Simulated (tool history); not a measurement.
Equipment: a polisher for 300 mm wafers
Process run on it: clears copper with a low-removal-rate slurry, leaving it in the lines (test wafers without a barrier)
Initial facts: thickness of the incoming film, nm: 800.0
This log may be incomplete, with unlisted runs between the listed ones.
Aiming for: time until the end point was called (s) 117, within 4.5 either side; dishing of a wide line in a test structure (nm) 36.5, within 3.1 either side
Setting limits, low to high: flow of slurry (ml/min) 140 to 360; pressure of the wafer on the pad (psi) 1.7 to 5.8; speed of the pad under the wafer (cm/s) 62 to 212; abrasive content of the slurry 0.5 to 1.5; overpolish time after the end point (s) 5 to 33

| run | hour | flow of slurry (ml/min) | pressure of the wafer on the pad (psi) | speed of the pad under the wafer (cm/s) | abrasive content of the slurry | overpolish time after the end point (s) | time until the end point was called (s) | dishing of a wide line in a test structure (nm) |
|---|---|---|---|---|---|---|---|---|
| 1 | 0 | 230 | 3.7 | 136 | 1 | 17 | 141.84 | 51.211 |
| 2 | 8.7 | 230 | 3.9 | 136 | 1 | 14 | 132.76 | 44.535 |
| 3 | 11.3 | 230 | 3.9 | 136 | 1.1 | 14 | 130.14 | 49.351 |
| 4 | 13 | 230 | 3.9 | 136 | 1.1 | 17 | 134.02 | 52.014 |
| 5 | 14.9 | 230 | 4 | 136 | 1.1 | 14 | 129.72 | 47.866 |
| 6 | 22.1 | 230 | 4.8 | 136 | 1.1 | 14 | 108.74 | 54.662 |
| 7 | 25.6 | 225 | 4.7 | 136 | 1.1 | 12 | 112.07 | 47.833 |
| 8 | 32 | 220 | 4.7 | 136 | 1.1 | 11 | 113 | 45.636 |
| 9 | 32.8 | 215 | 4.7 | 136 | 1.1 | 10 | 113.44 | 41.089 |
| 10 | 41.4 | 210 | 4.7 | 136 | 1.1 | 10 | 114.58 | 42.143 |
| 11 | 42 | 210 | 4.6 | 136 | 1.1 | 7 | 114.6 | 29.982 |
| 12 | 47.1 | 210 | 4.6 | 136 | 1.1 | 8 | 116.74 | 33.777 |

Which of these 4 next moves meets every target?
| A | 52.2 | 270 | 5.7 | 104 | 1.1 | 9 | ? | ? |
| B | 52.2 | 255 | 3.8 | 160 | 1 | 7 | ? | ? |
| C | 52.2 | 165 | 4.4 | 144 | 1.2 | 7 | ? | ? |
| D | 52.2 | 175 | 4.2 | 156 | 1.1 | 7 | ? | ? |

| move | time until the end point was called (s) | dishing of a wide line in a test structure (nm) |
|---|---|---|
| A | 119.45 | 38.046 |
| B | 120.08 | 30.07 |
| C | 118.61 | 30.533 |
| D | 115.76 | 31.149 |
A: all results land within tolerance of their targets
B: misses by more than the last run did
C: misses by more than the last run did
D: misses by more than the last run did
Go with A: it meets all targets.

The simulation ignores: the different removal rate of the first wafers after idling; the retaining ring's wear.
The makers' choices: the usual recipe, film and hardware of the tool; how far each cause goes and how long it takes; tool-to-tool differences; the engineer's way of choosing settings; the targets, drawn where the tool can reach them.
